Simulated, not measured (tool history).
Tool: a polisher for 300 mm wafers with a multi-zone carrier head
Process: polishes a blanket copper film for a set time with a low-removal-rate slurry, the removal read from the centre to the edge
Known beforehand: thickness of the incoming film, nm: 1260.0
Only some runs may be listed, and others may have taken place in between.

run,hour,flow of slurry (ml/min),pressure of the head's centre zone,pressure of the head's middle zone,pressure of the head's edge zone,abrasive content of the slurry,polishing time (s),film removed at the wafer's centre (nm),film removed at mid-radius (nm),film removed at the wafer's edge (nm)
1,0.0,270,1.00,1.00,1.00,1.00,76,149.09,149.12,154.05
2,7.7,270,1.00,1.00,1.00,1.00,57,107.28,113.01,110.40
3,12.8,270,1.00,1.00,1.00,1.15,57,110.62,113.81,114.73
4,16.2,270,1.02,1.01,1.01,1.20,61,120.59,124.59,124.63
5,23.3,270,1.04,1.01,1.02,1.25,65,132.00,130.62,138.98
6,23.9,230,1.04,1.01,1.02,1.25,65,133.03,132.96,132.57
7,31.2,230,1.06,1.01,1.03,1.30,68,141.25,141.76,140.24
8,39.7,235,1.08,1.01,1.03,1.35,71,153.50,145.15,151.29
9,43.8,240,1.09,1.02,1.04,1.35,73,157.51,154.36,151.60

The next listed run, before its measurement:
10,47.0,240,1.09,1.01,1.04,1.35,76,?,?,?

For run 10 the tool returned film removed at the wafer's centre (nm) 163.60, film removed at mid-radius (nm) 156.96, film removed at the wafer's edge (nm) 160.83.
